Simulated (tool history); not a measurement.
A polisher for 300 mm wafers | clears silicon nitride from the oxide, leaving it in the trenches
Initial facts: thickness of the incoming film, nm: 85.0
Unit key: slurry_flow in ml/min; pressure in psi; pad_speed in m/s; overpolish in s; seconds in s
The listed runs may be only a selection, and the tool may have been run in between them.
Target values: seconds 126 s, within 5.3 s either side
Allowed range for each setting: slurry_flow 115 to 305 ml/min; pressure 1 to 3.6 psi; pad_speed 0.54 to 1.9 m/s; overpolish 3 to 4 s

run  hour  slurry_flow  pressure  pad_speed  overpolish  seconds
  1     0          195       2.3       1.22           4   74.777
  2   8.8          195       2.7       1.22           4   65.557
  3  17.1          195       2.7       1.22           3   65.279
  4  24.1          195       2.4        1.2           3    72.41
  5  26.8          245       2.4        1.2           3   69.992
  6  30.7          240       2.2       1.18           3   75.844
  7  36.4          240       1.6       1.06           3   107.78
  8  40.2          235       1.5       1.06           3   115.69
  9  49.1          235       1.5       1.06           3   113.64
 10  51.1          230       1.5       1.06           3   112.89
 11    59          230       1.5       1.06           3   112.65

Which one of the following 4 next-run settings gets every result inside its allowed miss? There is exactly one.
  A  66.9          200       1.2       1.06           3        ?
  B  66.9          240       1.4       1.12           3        ?
  C  66.9          205         1       1.42           3        ?
  D  66.9          210       1.3       1.06           4        ?

move  seconds
   A   133.04
   B   111.05
   C   112.07
   D   125.29
A: takes the result that was furthest off past its target
B: misses by more than the last run did
C: about as far from the targets as the last run
D: all results in spec
Go with D: it meets all targets.

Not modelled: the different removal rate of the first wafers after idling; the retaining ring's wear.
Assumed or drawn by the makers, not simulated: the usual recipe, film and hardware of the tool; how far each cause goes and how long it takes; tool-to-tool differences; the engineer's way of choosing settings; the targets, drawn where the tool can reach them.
